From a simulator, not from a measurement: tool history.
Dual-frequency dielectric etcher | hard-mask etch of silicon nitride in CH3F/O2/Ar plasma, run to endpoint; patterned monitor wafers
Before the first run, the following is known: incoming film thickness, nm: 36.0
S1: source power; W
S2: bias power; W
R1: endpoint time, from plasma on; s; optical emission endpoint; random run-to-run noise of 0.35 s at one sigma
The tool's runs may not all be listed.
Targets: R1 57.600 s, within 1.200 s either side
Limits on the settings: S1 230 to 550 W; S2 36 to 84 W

run,hour,S1,S2,R1
1,0.0,390,60,49.615
2,1.1,440,60,48.606
3,8.3,440,69,46.216
4,9.8,440,64,47.151
5,10.5,420,62,48.316
6,17.2,460,62,47.882
7,23.9,450,59,48.802
8,31.8,440,57,48.692
9,36.0,420,55,50.705
10,39.3,410,54,50.977
11,43.2,400,53,51.405
12,44.3,390,52,51.865
13,52.4,380,51,52.806

Exercise: of the 4 proposed moves below, exactly one satisfies all targets within the stated allowed misses. Which move is it?
A,60.5,250,52,?
B,60.5,340,52,?
C,60.5,420,58,?
D,60.5,360,58,?

move,R1
A,57.624
B,53.649
C,49.041
D,51.025
A: each result inside its tolerance
B: nearer the targets than the last run, but a result is still out of spec
C: misses by more than the last run did
D: misses by more than the last run did
The move that meets every target is A.
